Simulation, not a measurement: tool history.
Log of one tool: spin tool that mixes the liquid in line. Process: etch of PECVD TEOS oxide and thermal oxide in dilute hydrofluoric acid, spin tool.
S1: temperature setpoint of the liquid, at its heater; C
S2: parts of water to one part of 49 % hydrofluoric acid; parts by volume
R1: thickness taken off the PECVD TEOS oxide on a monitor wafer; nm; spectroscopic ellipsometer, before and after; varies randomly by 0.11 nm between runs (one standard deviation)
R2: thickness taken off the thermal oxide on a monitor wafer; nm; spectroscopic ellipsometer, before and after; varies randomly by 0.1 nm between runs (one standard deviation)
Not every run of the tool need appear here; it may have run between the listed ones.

{"run": 1, "hour": 0.0, "S1": 24, "S2": 85, "time under the liquid (s)": 180, "R1": 22.918, "R2": 10.176}
{"run": 2, "hour": 6.4, "S1": 24, "S2": 100, "time under the liquid (s)": 180, "R1": 19.372, "R2": 8.5044}
{"run": 3, "hour": 9.2, "S1": 24, "S2": 120, "time under the liquid (s)": 180, "R1": 15.607, "R2": 7.0366}
{"run": 4, "hour": 13.5, "S1": 27, "S2": 120, "time under the liquid (s)": 180, "R1": 17.584, "R2": 7.9195}
{"run": 5, "hour": 21.2, "S1": 27, "S2": 90, "time under the liquid (s)": 180, "R1": 24.297, "R2": 10.679}
{"run": 6, "hour": 29.2, "S1": 28.5, "S2": 90, "time under the liquid (s)": 180, "R1": 25.944, "R2": 11.497}
{"hour": 30.1, "done": "hydrofluoric acid flow meter replaced"}
{"run": 7, "hour": 30.1, "S1": 31.5, "S2": 90, "time under the liquid (s)": 180, "R1": 26.698, "R2": 11.681}

Forecast run 8:
{"run": 8, "hour": 32.3, "S1": 31.5, "S2": 85, "time under the liquid (s)": 180, "R1": "?", "R2": "?"}

R1: 28.265 nm
R2: 12.541 nm

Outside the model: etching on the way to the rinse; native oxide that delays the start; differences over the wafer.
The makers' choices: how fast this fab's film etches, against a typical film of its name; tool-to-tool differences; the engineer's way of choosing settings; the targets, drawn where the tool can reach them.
